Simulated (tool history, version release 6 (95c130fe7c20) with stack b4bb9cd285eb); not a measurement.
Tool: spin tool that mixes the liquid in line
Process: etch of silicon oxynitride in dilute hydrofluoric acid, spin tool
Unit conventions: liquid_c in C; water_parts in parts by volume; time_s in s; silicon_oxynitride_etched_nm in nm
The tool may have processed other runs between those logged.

run 1 hour=0.0 | liquid_c=25.0 water_parts=50 time_s=85 | silicon_oxynitride_etched_nm=2.8991
run 2 hour=1.7 | liquid_c=25.0 water_parts=50 time_s=85 | silicon_oxynitride_etched_nm=2.8824
run 3 hour=8.8 | liquid_c=25.0 water_parts=50 time_s=85 | silicon_oxynitride_etched_nm=2.9235
run 4 hour=13.6 | liquid_c=25.0 water_parts=50 time_s=85 | silicon_oxynitride_etched_nm=2.8789
run 5 hour=21.6 | liquid_c=26.0 water_parts=50 time_s=85 | silicon_oxynitride_etched_nm=3.0691
run 6 hour=26.4 | liquid_c=26.5 water_parts=50 time_s=85 | silicon_oxynitride_etched_nm=3.1315
run 7 hour=27.5 | liquid_c=27.0 water_parts=50 time_s=85 | silicon_oxynitride_etched_nm=3.2181

Predict the results of run 8:
run 8 hour=34.8 | liquid_c=27.5 water_parts=50 time_s=85 | silicon_oxynitride_etched_nm=?

silicon_oxynitride_etched_nm: 3.2502 nm
